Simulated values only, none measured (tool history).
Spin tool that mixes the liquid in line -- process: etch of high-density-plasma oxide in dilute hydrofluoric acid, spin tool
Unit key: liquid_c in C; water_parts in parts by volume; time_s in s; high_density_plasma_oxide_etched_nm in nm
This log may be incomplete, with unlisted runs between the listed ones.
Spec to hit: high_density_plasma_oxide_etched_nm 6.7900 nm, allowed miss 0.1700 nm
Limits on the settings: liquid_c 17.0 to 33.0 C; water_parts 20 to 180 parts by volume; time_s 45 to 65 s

run	hour	liquid_c	water_parts	time_s	high_density_plasma_oxide_etched_nm
1	0.0	25.0	100	65	4.2602
2	2.5	25.0	100	45	2.9342
3	4.2	21.5	100	45	2.5561
4	13.0	23.5	100	45	2.7681
5	15.7	25.0	95	45	3.1178
6	16.8	23.5	95	45	2.9207
# hour 24.9: thermometer replaced
7	24.9	25.0	90	45	3.0896
8	30.4	26.5	80	50	4.1605
9	38.0	27.5	80	50	4.2680
10	39.5	28.5	75	50	4.8134
11	43.6	29.0	75	50	4.9230
12	50.9	29.5	75	50	4.9475
13	52.8	30.0	70	50	5.4657
14	58.1	30.5	70	50	5.5422

Exactly one of the 4 candidate moves below puts every result within its allowed miss. Which one?
A	63.4	29.0	65	60	?
B	63.4	32.0	75	65	?
C	63.4	30.0	65	60	?
D	63.4	32.5	75	65	?

move	high_density_plasma_oxide_etched_nm
A	6.9297
B	7.1905
C	7.2043
D	7.3269
A: every result lands within tolerance
B: takes the result that was furthest off past its target
C: takes the result that was furthest off past its target
D: takes the result that was furthest off past its target
Correct choice: A, which meets every target
